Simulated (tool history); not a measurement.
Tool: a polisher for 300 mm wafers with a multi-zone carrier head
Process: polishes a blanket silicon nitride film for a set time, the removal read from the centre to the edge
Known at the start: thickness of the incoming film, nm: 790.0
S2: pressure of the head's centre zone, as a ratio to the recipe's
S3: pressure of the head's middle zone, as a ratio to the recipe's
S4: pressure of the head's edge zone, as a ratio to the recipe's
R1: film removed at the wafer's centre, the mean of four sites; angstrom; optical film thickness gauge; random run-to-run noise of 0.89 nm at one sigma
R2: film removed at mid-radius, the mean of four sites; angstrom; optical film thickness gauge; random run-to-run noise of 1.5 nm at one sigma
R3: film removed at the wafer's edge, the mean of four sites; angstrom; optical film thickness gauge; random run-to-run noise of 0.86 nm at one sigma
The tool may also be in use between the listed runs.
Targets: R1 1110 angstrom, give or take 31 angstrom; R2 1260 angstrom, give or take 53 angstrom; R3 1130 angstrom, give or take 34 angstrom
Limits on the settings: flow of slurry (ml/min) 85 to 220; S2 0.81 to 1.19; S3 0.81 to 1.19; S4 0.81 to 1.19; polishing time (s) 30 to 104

run 1 hour=0 | flow_of_slurry_(ml/min)=140 S2=1 S3=1 S4=1 polishing_time_(s)=67 | R1=956.77 R2=994.23 R3=993.15
run 2 hour=9 | flow_of_slurry_(ml/min)=140 S2=0.94 S3=1 S4=1 polishing_time_(s)=67 | R1=906.33 R2=1007.8 R3=993.39
run 3 hour=15.3 | flow_of_slurry_(ml/min)=140 S2=0.94 S3=1.04 S4=1 polishing_time_(s)=67 | R1=896.13 R2=1022.4 R3=984.19
run 4 hour=20.5 | flow_of_slurry_(ml/min)=140 S2=0.94 S3=1.04 S4=1 polishing_time_(s)=53 | R1=710.84 R2=813.44 R3=787.16
run 5 hour=26.8 | flow_of_slurry_(ml/min)=155 S2=0.97 S3=1.08 S4=1.03 polishing_time_(s)=59 | R1=831.98 R2=972.43 R3=896.93
run 6 hour=33 | flow_of_slurry_(ml/min)=155 S2=0.97 S3=1.08 S4=1.03 polishing_time_(s)=50 | R1=705.01 R2=816.08 R3=757.13
run 7 hour=35.4 | flow_of_slurry_(ml/min)=165 S2=1 S3=1.09 S4=1.06 polishing_time_(s)=57 | R1=851.5 R2=944.71 R3=893.74
run 8 hour=40.3 | flow_of_slurry_(ml/min)=165 S2=1 S3=1.09 S4=1.06 polishing_time_(s)=57 | R1=851.6 R2=926.4 R3=878.85
run 9 hour=46.2 | flow_of_slurry_(ml/min)=175 S2=1 S3=1.12 S4=1.07 polishing_time_(s)=61 | R1=903.03 R2=1035.9 R3=958.47
run 10 hour=51.6 | flow_of_slurry_(ml/min)=185 S2=1.02 S3=1.14 S4=1.08 polishing_time_(s)=63 | R1=974.5 R2=1101 R3=1010
run 11 hour=56.7 | flow_of_slurry_(ml/min)=195 S2=1.03 S3=1.16 S4=1.09 polishing_time_(s)=64 | R1=1000.3 R2=1156.5 R3=1037.2
run 12 hour=65.3 | flow_of_slurry_(ml/min)=195 S2=1.03 S3=1.16 S4=1.09 polishing_time_(s)=64 | R1=1018.6 R2=1140.7 R3=1026.6
run 13 hour=68.4 | flow_of_slurry_(ml/min)=200 S2=1.03 S3=1.17 S4=1.1 polishing_time_(s)=65 | R1=1018.1 R2=1181.3 R3=1055.7
run 14 hour=73.7 | flow_of_slurry_(ml/min)=205 S2=1.04 S3=1.18 S4=1.11 polishing_time_(s)=66 | R1=1050.6 R2=1195.2 R3=1087.3
run 15 hour=74.5 | flow_of_slurry_(ml/min)=210 S2=1.04 S3=1.18 S4=1.11 polishing_time_(s)=67 | R1=1066.4 R2=1242.8 R3=1097.5

Which single option among these 4 for the next run brings every result within its allowed miss of target? Just one does.
run A hour=75.3 | flow_of_slurry_(ml/min)=200 S2=1 S3=1.13 S4=1.19 polishing_time_(s)=65 | R1=? R2=? R3=?
run B hour=75.3 | flow_of_slurry_(ml/min)=190 S2=1.03 S3=1.1 S4=1.19 polishing_time_(s)=67 | R1=? R2=? R3=?
run C hour=75.3 | flow_of_slurry_(ml/min)=205 S2=0.97 S3=1.19 S4=1.14 polishing_time_(s)=68 | R1=? R2=? R3=?
run D hour=75.3 | flow_of_slurry_(ml/min)=170 S2=1.07 S3=1.19 S4=1.14 polishing_time_(s)=70 | R1=? R2=? R3=?

move=A R1=1008.4 R2=1155.3 R3=1106.5
move=B R1=1061.6 R2=1154.7 R3=1134.6
move=C R1=1027.6 R2=1268.5 R3=1134
move=D R1=1130.5 R2=1268.1 R3=1142.8
A: further off than the last run
B: further off than the last run
C: further off than the last run
D: each result inside its tolerance
Move D is the one to make.

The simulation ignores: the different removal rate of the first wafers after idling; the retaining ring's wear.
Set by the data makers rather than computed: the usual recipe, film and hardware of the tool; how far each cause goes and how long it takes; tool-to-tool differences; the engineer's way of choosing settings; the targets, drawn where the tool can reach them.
